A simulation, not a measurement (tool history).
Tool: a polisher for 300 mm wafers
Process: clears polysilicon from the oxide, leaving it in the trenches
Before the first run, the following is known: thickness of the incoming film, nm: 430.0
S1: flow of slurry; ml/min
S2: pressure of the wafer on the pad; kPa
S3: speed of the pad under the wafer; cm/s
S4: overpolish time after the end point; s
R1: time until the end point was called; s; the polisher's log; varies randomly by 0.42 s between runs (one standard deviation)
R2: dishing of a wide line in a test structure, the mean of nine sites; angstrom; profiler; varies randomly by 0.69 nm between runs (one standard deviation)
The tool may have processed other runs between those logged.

run  hour   S1    S2   S3  S4      R1      R2
  1     0  245  13.1  104  17  55.901  358.83
  2   0.6  245  13.8  104  16  54.468  352.57
  3   3.5  245  13.8  104   9   53.46  331.42
  4  12.2  190  13.8  104   9   55.54  326.24
  5  18.3  225  13.8  104   9  53.671  314.82
  6  22.5  225  11.7  104   9  62.197  310.63
     25.2  -- worn pad replaced by a new one
  7  25.2  230  13.1  104   9  52.407  329.08

Expected results for the next run?
  8    28  260  13.1  104   9   ?   ?

Run 8 came out at R1 53.067 s, R2 323.13 angstrom.
